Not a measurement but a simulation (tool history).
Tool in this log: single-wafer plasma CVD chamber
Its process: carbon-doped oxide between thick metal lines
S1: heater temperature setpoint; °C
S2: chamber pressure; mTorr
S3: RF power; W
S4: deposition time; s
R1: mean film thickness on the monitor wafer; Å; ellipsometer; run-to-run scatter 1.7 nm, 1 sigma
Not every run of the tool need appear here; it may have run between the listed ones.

{"run": 1, "hour": 0.0, "S1": 350, "S2": 5570, "S3": 435, "S4": 173, "R1": 9290.3}
{"run": 2, "hour": 1.7, "S1": 341, "S2": 5570, "S3": 435, "S4": 173, "R1": 9503.5}
{"run": 3, "hour": 7.5, "S1": 341, "S2": 5570, "S3": 435, "S4": 178, "R1": 9767.4}
{"run": 4, "hour": 10.1, "S1": 344, "S2": 5030, "S3": 420, "S4": 178, "R1": 9197.0}
{"run": 5, "hour": 15.7, "S1": 348, "S2": 4660, "S3": 420, "S4": 178, "R1": 9039.0}
{"run": 6, "hour": 21.7, "S1": 351, "S2": 4290, "S3": 415, "S4": 178, "R1": 8798.1}
{"run": 7, "hour": 25.6, "S1": 353, "S2": 4020, "S3": 415, "S4": 178, "R1": 8644.7}

Estimate the outcome of run 8 from the log above:
{"run": 8, "hour": 29.2, "S1": 355, "S2": 3860, "S3": 415, "S4": 178, "R1": "?"}

{"run 8": {"R1": 8559.0}}

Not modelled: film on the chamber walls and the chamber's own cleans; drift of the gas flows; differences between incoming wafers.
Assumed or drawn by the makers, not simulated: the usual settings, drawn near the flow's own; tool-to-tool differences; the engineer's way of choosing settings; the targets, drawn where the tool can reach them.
